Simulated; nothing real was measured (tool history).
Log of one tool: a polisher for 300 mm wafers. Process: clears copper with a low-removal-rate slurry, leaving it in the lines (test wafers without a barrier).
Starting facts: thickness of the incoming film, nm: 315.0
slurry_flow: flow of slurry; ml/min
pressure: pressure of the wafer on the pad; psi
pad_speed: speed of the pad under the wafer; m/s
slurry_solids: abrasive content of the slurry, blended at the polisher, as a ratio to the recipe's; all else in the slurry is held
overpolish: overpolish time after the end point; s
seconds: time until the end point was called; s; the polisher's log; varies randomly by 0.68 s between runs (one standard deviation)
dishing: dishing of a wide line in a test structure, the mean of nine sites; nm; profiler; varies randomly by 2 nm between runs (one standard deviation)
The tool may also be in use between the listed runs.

run	day	slurry_flow	pressure	pad_speed	slurry_solids	overpolish	seconds	dishing
1	0.000	280	3.8	0.94	1.0	28	80.217	65.073
2	0.292	280	4.2	0.94	1.0	30	74.347	71.835
3	0.633	280	4.5	0.94	1.0	31	67.324	78.056
4	0.992	280	4.5	0.94	0.8	31	70.612	75.289
5	1.333	280	5.0	0.94	0.8	31	64.004	78.588
6	1.417	280	5.0	0.94	0.8	22	63.837	63.684
7	1.529	280	5.1	0.94	0.8	26	62.562	72.585

Run 8, settings as shown, results not yet in. Your forecast:
8	1.700	280	5.2	0.94	0.8	29	?	?

Logged for run 8: seconds 61.916 s, dishing 78.543 nm.

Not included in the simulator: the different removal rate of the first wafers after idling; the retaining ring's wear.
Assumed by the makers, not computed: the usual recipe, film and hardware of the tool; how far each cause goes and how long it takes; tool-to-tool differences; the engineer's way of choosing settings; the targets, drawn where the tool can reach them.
